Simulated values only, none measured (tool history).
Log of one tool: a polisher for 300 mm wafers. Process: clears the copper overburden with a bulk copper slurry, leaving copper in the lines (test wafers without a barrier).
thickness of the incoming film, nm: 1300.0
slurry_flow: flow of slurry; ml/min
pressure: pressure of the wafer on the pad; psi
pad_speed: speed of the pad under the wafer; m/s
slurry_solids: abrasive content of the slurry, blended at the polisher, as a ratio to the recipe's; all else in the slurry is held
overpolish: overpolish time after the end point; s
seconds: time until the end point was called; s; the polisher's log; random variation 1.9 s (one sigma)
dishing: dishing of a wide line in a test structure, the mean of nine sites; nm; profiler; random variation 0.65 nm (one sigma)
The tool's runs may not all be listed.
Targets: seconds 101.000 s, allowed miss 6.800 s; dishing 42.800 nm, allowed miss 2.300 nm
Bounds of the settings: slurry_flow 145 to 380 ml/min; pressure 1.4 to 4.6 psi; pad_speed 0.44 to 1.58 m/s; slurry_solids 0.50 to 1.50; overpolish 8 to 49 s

Run 1, hour 0.0: slurry_flow 245 ml/min, pressure 3.0 psi, pad_speed 1.00 m/s, slurry_solids 1.00, overpolish 25 s. Result: seconds 163.870 s, dishing 54.189 nm.
Run 2, hour 6.1: slurry_flow 245 ml/min, pressure 3.0 psi, pad_speed 0.80 m/s, slurry_solids 1.00, overpolish 25 s. Result: seconds 182.680 s, dishing 50.599 nm.
Run 3, hour 14.5: slurry_flow 245 ml/min, pressure 3.5 psi, pad_speed 0.80 m/s, slurry_solids 1.00, overpolish 25 s. Result: seconds 164.550 s, dishing 51.896 nm.
Run 4, hour 19.6: slurry_flow 290 ml/min, pressure 3.9 psi, pad_speed 0.78 m/s, slurry_solids 1.15, overpolish 19 s. Result: seconds 142.120 s, dishing 49.980 nm.
Run 5, hour 25.9: slurry_flow 320 ml/min, pressure 4.1 psi, pad_speed 0.78 m/s, slurry_solids 1.25, overpolish 15 s. Result: seconds 131.030 s, dishing 49.607 nm.
Run 6, hour 31.4: slurry_flow 340 ml/min, pressure 4.3 psi, pad_speed 0.78 m/s, slurry_solids 1.35, overpolish 13 s. Result: seconds 125.400 s, dishing 48.766 nm.
Run 7, hour 39.5: slurry_flow 355 ml/min, pressure 4.3 psi, pad_speed 0.86 m/s, slurry_solids 1.40, overpolish 11 s. Result: seconds 113.050 s, dishing 46.053 nm.
Run 8, hour 46.0: slurry_flow 365 ml/min, pressure 4.3 psi, pad_speed 0.90 m/s, slurry_solids 1.45, overpolish 10 s. Result: seconds 113.570 s, dishing 46.789 nm.
Run 9, hour 51.3: slurry_flow 370 ml/min, pressure 4.0 psi, pad_speed 1.06 m/s, slurry_solids 1.45, overpolish 9 s. Result: seconds 99.430 s, dishing 45.196 nm.
At hour 55.7: head pressure recalibrated.
Run 10, hour 55.7: slurry_flow 375 ml/min, pressure 3.8 psi, pad_speed 1.10 m/s, slurry_solids 1.45, overpolish 9 s. Result: seconds 94.457 s, dishing 45.473 nm.
Run 11, hour 62.5: slurry_flow 375 ml/min, pressure 3.5 psi, pad_speed 1.12 m/s, slurry_solids 1.45, overpolish 9 s. Result: seconds 105.120 s, dishing 45.156 nm.

Which of these 4 next moves meets every target?
Run A, hour 69.3: slurry_flow 360 ml/min, pressure 3.3 psi, pad_speed 1.06 m/s, slurry_solids 1.50, overpolish 12 s. Result: seconds ?, dishing ?.
Run B, hour 69.3: slurry_flow 365 ml/min, pressure 3.2 psi, pad_speed 1.30 m/s, slurry_solids 1.40, overpolish 13 s. Result: seconds ?, dishing ?.
Run C, hour 69.3: slurry_flow 375 ml/min, pressure 3.7 psi, pad_speed 0.98 m/s, slurry_solids 1.50, overpolish 12 s. Result: seconds ?, dishing ?.
Run D, hour 69.3: slurry_flow 380 ml/min, pressure 3.3 psi, pad_speed 1.16 m/s, slurry_solids 1.50, overpolish 8 s. Result: seconds ?, dishing ?.

move  seconds  dishing
   A  112.530   47.483
   B   98.000   50.534
   C  107.500   48.605
   D  103.490   41.651
A: further off than the last run
B: further off than the last run
C: further off than the last run
D: meets every target
The right move is D.

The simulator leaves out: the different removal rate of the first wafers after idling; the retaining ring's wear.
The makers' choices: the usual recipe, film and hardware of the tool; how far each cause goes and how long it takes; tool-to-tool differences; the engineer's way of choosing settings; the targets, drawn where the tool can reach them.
